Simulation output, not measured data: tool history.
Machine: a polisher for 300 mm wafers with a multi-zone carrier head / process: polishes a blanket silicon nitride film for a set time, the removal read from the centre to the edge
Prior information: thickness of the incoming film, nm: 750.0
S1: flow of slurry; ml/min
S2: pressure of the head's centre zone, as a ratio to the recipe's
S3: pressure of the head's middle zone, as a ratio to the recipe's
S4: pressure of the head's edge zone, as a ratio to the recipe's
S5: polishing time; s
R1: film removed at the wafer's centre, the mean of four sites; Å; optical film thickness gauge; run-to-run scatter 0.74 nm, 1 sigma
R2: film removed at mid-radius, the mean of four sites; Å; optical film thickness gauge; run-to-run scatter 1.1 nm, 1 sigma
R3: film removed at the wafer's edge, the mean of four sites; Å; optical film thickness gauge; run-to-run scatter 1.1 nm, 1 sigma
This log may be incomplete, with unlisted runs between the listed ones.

| run | day | S1 | S2 | S3 | S4 | S5 | R1 | R2 | R3 |
|---|---|---|---|---|---|---|---|---|---|
| 1 | 0 | 315 | 1 | 1 | 1 | 53 | 1470.4 | 1526.5 | 1432.1 |
| 2 | 0.329 | 315 | 1 | 0.92 | 1 | 53 | 1449.4 | 1416.4 | 1475.9 |
| 3 | 0.517 | 315 | 1 | 0.92 | 1 | 47 | 1272.4 | 1286 | 1272.1 |
| 4 | 0.762 | 310 | 0.98 | 0.91 | 0.99 | 47 | 1246.5 | 1276.7 | 1271.4 |
| 5 | 1.129 | 305 | 0.96 | 0.9 | 0.98 | 47 | 1236.8 | 1287.9 | 1261.1 |
| 6 | 1.279 | 305 | 0.96 | 0.9 | 0.98 | 54 | 1412.3 | 1442.6 | 1453.8 |
| 7 | 1.512 | 300 | 0.94 | 0.89 | 0.98 | 53 | 1359.4 | 1418.8 | 1434.5 |

Run 8 comes next. What will it give?
| 8 | 1.783 | 275 | 0.84 | 0.82 | 0.88 | 44 | ? | ? | ? |

R1: 986.2 Å
R2: 1106.7 Å
R3: 1127.9 Å
